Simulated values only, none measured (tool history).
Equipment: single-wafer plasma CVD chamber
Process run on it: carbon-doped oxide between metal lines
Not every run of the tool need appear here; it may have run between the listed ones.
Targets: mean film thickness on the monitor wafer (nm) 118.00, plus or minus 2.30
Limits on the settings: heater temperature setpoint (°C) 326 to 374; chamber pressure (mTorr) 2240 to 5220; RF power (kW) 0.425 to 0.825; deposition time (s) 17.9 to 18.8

run,hour,heater temperature setpoint (°C),chamber pressure (mTorr),RF power (kW),deposition time (s),mean film thickness on the monitor wafer (nm)
1,0.0,350,3730,0.625,18.8,108.92
2,8.6,347,3870,0.635,18.8,110.94
3,9.7,347,3870,0.685,18.8,114.98
4,15.5,346,3920,0.690,18.8,115.38
5,23.4,346,3920,0.635,18.8,111.39
6,30.7,344,4030,0.645,18.8,112.37
7,32.9,343,4070,0.660,18.8,114.71
8,38.1,342,4120,0.665,18.8,115.49

Consider the 5 candidate settings below. Which is the only one whose results all fall within their allowed miss of target?
A,43.3,338,4040,0.695,18.5,?
B,43.3,326,3370,0.650,17.9,?
C,43.3,344,4490,0.620,18.5,?
D,43.3,333,4370,0.605,18.5,?
E,43.3,341,4240,0.655,18.2,?

move,mean film thickness on the monitor wafer (nm)
A,117.81
B,113.08
C,111.16
D,113.52
E,112.41
A: all results in spec
B: further off than the last run
C: further off than the last run
D: further off than the last run
E: further off than the last run
The right move is A.

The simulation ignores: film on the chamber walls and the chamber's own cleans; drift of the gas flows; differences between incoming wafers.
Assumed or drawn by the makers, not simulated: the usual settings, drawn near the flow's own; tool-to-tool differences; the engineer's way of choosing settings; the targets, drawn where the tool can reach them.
